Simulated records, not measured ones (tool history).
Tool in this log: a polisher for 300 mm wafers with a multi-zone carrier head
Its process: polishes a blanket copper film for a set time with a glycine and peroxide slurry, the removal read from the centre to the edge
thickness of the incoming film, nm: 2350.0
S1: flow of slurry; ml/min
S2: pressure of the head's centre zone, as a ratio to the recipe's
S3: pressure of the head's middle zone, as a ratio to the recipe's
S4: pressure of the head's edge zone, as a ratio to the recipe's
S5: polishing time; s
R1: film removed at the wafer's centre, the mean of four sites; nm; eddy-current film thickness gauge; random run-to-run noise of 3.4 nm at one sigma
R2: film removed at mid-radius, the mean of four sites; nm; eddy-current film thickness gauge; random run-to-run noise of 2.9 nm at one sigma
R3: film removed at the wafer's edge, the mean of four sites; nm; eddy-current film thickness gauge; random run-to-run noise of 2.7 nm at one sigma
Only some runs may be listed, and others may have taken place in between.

run 1 day=0.000 | S1=180 S2=1.00 S3=1.00 S4=1.00 S5=45 | R1=164.56 R2=164.61 R3=168.83
run 2 day=0.029 | S1=185 S2=1.01 S3=1.01 S4=1.02 S5=47 | R1=172.03 R2=171.98 R3=173.61
run 3 day=0.108 | S1=185 S2=1.01 S3=1.01 S4=1.02 S5=39 | R1=145.27 R2=145.50 R3=147.11
run 4 day=0.312 | S1=185 S2=1.02 S3=1.01 S4=1.02 S5=42 | R1=155.43 R2=156.81 R3=160.41
run 5 day=0.358 | S1=185 S2=1.02 S3=1.01 S4=0.98 S5=42 | R1=156.28 R2=156.52 R3=152.81
run 6 day=0.696 | S1=185 S2=0.97 S3=1.01 S4=0.98 S5=42 | R1=150.86 R2=154.99 R3=157.45
run 7 day=0.792 | S1=190 S2=0.98 S3=1.00 S4=0.99 S5=45 | R1=161.86 R2=166.40 R3=167.21
run 8 day=0.979 | S1=190 S2=0.99 S3=1.00 S4=1.00 S5=48 | R1=180.10 R2=175.16 R3=177.96

For run 9, what comes out?
run 9 day=1.233 | S1=190 S2=0.99 S3=1.00 S4=1.01 S5=50 | R1=? R2=? R3=?

R1: 187.67 nm
R2: 185.83 nm
R3: 189.09 nm
